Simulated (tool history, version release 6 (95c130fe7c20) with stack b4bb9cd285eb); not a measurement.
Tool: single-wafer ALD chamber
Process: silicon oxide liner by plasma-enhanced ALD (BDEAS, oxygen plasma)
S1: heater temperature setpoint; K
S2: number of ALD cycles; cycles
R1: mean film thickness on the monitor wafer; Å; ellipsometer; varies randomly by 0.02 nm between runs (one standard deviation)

Run 1, hour 0.0: S1 583.15 K, S2 75 cycles. Result: R1 70.261 Å.
Run 2, hour 4.2: S1 584.15 K, S2 71 cycles. Result: R1 66.438 Å.
Run 3, hour 11.1: S1 584.15 K, S2 65 cycles. Result: R1 60.604 Å.
Run 4, hour 15.9: S1 584.15 K, S2 56 cycles. Result: R1 52.523 Å.
Run 5, hour 17.5: S1 584.15 K, S2 51 cycles. Result: R1 47.832 Å.
Run 6, hour 22.6: S1 580.15 K, S2 51 cycles. Result: R1 47.957 Å.
Run 7, hour 29.4: S1 579.15 K, S2 63 cycles. Result: R1 59.548 Å.
Run 8, hour 37.7: S1 580.15 K, S2 63 cycles. Result: R1 59.152 Å.

Forecast run 9:
Run 9, hour 44.7: S1 581.15 K, S2 63 cycles. Result: R1 ?.

R1: 59.311 Å
